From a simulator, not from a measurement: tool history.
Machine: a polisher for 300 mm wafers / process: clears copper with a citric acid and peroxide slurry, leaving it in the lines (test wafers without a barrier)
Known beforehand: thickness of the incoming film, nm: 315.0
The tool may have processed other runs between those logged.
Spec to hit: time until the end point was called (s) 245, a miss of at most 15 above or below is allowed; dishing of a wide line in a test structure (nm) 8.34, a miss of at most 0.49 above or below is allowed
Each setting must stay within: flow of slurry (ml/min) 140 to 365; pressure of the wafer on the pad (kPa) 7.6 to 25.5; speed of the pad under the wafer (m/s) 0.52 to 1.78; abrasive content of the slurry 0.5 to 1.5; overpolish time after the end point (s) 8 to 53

run,hour,flow of slurry (ml/min),pressure of the wafer on the pad (kPa),speed of the pad under the wafer (m/s),abrasive content of the slurry,overpolish time after the end point (s),time until the end point was called (s),dishing of a wide line in a test structure (nm)
1,0,235,16.5,1.14,1,27,158.39,36.498
2,3.4,235,16.5,1.28,1,27,145.97,41.864
3,12,235,16.5,1.28,1.15,27,144.58,41.198
4,15.8,265,15.2,1.02,1.25,20,186.93,24.871
5,17.7,300,14.5,0.84,1.35,16,231.23,17.382
6,22.1,320,14.5,0.74,1.4,13,251.31,12.832
7,31.1,335,15.2,0.66,1.45,11,267.46,10.729
8,37.4,345,16.5,0.62,1.45,10,267.3,9.8594
9,44.2,350,17.9,0.58,1.45,9,257.77,8.924
10,53.1,350,18.6,0.58,1.45,9,249.06,9.2029
11,61.4,355,19.3,0.56,1.45,9,246.69,9.2448

Exercise: of the 4 proposed moves below, exactly one satisfies all targets within the stated allowed misses. Which move is it?
A,69.7,300,15.2,0.64,1.3,8,?,?
B,69.7,345,18.6,0.6,1.45,8,?,?
C,69.7,365,17.9,0.54,1.4,9,?,?
D,69.7,365,18.6,0.52,1.35,8,?,?

move,time until the end point was called (s),dishing of a wide line in a test structure (nm)
A,284.05,7.4429
B,241.05,8.7385
C,276.49,8.5751
D,278.15,7.6108
A: moves the result that the last run missed by most past its target, out the other side
B: meets every target
C: meets the target for the result that was furthest off, but another lies outside its allowed miss
D: moves the result that the last run missed by most past its target, out the other side
Correct choice: B, which meets every target
